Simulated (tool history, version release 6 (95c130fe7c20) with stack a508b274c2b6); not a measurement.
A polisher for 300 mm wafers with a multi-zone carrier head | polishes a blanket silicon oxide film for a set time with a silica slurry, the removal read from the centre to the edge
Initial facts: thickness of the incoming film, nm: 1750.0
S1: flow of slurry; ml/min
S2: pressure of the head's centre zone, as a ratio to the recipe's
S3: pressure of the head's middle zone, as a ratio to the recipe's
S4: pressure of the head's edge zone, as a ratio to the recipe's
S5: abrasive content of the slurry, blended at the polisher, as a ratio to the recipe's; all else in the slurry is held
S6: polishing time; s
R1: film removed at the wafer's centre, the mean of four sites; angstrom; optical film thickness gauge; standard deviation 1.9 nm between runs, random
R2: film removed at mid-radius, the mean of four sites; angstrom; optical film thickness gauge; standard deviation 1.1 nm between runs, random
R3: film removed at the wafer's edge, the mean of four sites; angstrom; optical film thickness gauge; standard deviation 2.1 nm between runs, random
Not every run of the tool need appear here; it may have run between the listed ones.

| run | hour | S1 | S2 | S3 | S4 | S5 | S6 | R1 | R2 | R3 |
|---|---|---|---|---|---|---|---|---|---|---|
| 1 | 0 | 230 | 1 | 1 | 1 | 1 | 69 | 2641.5 | 2617.9 | 2654.8 |
| 2 | 7.9 | 230 | 1 | 1 | 0.96 | 0.9 | 66 | 2504.4 | 2422.6 | 2408 |
| 3 | 14.5 | 250 | 1 | 1 | 0.96 | 0.9 | 66 | 2470.9 | 2434.4 | 2396.5 |
| 4 | 17.3 | 250 | 1 | 1.08 | 0.96 | 0.9 | 66 | 2434.4 | 2573.4 | 2328.8 |
| 5 | 24.1 | 250 | 0.97 | 1.08 | 0.96 | 0.9 | 66 | 2414.8 | 2606.7 | 2332.3 |
| 6 | 30.7 | 250 | 0.97 | 1.06 | 0.94 | 0.8 | 63 | 2192.2 | 2294.1 | 2143.8 |

Run 7 comes next. What will it give?
| 7 | 38.5 | 260 | 0.98 | 1.06 | 0.92 | 0.75 | 61 | ? | ? | ? |

R1: 2050 angstrom
R2: 2177.5 angstrom
R3: 1942 angstrom

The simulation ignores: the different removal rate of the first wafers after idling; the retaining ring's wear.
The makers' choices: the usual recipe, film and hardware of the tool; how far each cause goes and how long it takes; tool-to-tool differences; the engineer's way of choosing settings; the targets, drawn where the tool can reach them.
